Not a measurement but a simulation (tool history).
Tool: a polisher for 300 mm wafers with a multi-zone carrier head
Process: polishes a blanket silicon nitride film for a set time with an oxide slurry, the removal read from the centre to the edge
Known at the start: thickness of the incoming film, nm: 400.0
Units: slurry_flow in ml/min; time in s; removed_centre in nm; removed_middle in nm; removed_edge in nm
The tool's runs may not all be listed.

{"run": 1, "day": 0.0, "slurry_flow": 205, "centre_zone": 1.0, "middle_zone": 1.0, "edge_zone": 1.0, "slurry_solids": 1.0, "time": 30, "removed_centre": 16.658, "removed_middle": 16.871, "removed_edge": 16.584}
{"run": 2, "day": 0.092, "slurry_flow": 205, "centre_zone": 1.0, "middle_zone": 1.0, "edge_zone": 1.0, "slurry_solids": 1.0, "time": 27, "removed_centre": 14.909, "removed_middle": 14.934, "removed_edge": 15.233}
{"run": 3, "day": 0.308, "slurry_flow": 205, "centre_zone": 1.0, "middle_zone": 1.0, "edge_zone": 1.0, "slurry_solids": 0.85, "time": 27, "removed_centre": 13.856, "removed_middle": 13.23, "removed_edge": 13.43}
{"run": 4, "day": 0.379, "slurry_flow": 215, "centre_zone": 1.02, "middle_zone": 1.03, "edge_zone": 1.04, "slurry_solids": 1.0, "time": 27, "removed_centre": 16.189, "removed_middle": 15.585, "removed_edge": 15.203}
{"run": 5, "day": 0.425, "slurry_flow": 215, "centre_zone": 1.0, "middle_zone": 1.03, "edge_zone": 1.06, "slurry_solids": 1.15, "time": 27, "removed_centre": 16.519, "removed_middle": 16.948, "removed_edge": 16.797}
{"run": 6, "day": 0.45, "slurry_flow": 215, "centre_zone": 1.0, "middle_zone": 1.03, "edge_zone": 1.06, "slurry_solids": 1.25, "time": 27, "removed_centre": 17.726, "removed_middle": 17.795, "removed_edge": 17.888}
{"run": 7, "day": 0.521, "slurry_flow": 225, "centre_zone": 0.98, "middle_zone": 1.05, "edge_zone": 1.08, "slurry_solids": 1.3, "time": 27, "removed_centre": 17.509, "removed_middle": 18.554, "removed_edge": 18.594}

The next listed run, before its measurement:
{"run": 8, "day": 0.821, "slurry_flow": 230, "centre_zone": 0.98, "middle_zone": 1.07, "edge_zone": 1.1, "slurry_solids": 1.35, "time": 27, "removed_centre": "?", "removed_middle": "?", "removed_edge": "?"}

{"run 8": {"removed_centre": 18.144, "removed_middle": 19.285, "removed_edge": 19.37}}
